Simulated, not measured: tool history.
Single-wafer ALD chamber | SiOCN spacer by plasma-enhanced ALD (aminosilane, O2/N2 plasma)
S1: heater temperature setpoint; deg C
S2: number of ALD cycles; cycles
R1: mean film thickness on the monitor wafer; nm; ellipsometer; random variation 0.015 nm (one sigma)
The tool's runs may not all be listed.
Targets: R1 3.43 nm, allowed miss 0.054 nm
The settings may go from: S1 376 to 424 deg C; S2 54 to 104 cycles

{"run": 1, "day": 0.0, "S1": 400, "S2": 79, "R1": 4.2934}
{"run": 2, "day": 0.075, "S1": 401, "S2": 75, "R1": 4.0804}
{"run": 3, "day": 0.371, "S1": 401, "S2": 79, "R1": 4.3097}
{"run": 4, "day": 0.471, "S1": 401, "S2": 90, "R1": 4.8667}
{"run": 5, "day": 0.717, "S1": 393, "S2": 90, "R1": 4.8911}
{"run": 6, "day": 0.8, "S1": 393, "S2": 98, "R1": 5.3443}
{"run": 7, "day": 0.958, "S1": 394, "S2": 89, "R1": 4.8367}
{"run": 8, "day": 1.117, "S1": 394, "S2": 82, "R1": 4.4275}
{"run": 9, "day": 1.154, "S1": 400, "S2": 69, "R1": 3.7531}
{"run": 10, "day": 1.475, "S1": 400, "S2": 67, "R1": 3.6474}
{"run": 11, "day": 1.6, "S1": 400, "S2": 66, "R1": 3.5883}
{"run": 12, "day": 1.808, "S1": 400, "S2": 65, "R1": 3.5754}

5 next moves are on the table. One of them brings every result within its allowed miss. Which?
{"run": "A", "day": 2.017, "S1": 397, "S2": 68, "R1": "?"}
{"run": "B", "day": 2.017, "S1": 389, "S2": 61, "R1": "?"}
{"run": "C", "day": 2.017, "S1": 397, "S2": 61, "R1": "?"}
{"run": "D", "day": 2.017, "S1": 405, "S2": 67, "R1": "?"}
{"run": "E", "day": 2.017, "S1": 382, "S2": 63, "R1": "?"}

move=A R1=3.6814
move=B R1=3.3024
move=C R1=3.3024
move=D R1=3.5794
move=E R1=3.4107
A: further off than the last run
B: takes the result that was furthest off past its target
C: takes the result that was furthest off past its target
D: as far off as the last run
E: meets every target
Answer: E

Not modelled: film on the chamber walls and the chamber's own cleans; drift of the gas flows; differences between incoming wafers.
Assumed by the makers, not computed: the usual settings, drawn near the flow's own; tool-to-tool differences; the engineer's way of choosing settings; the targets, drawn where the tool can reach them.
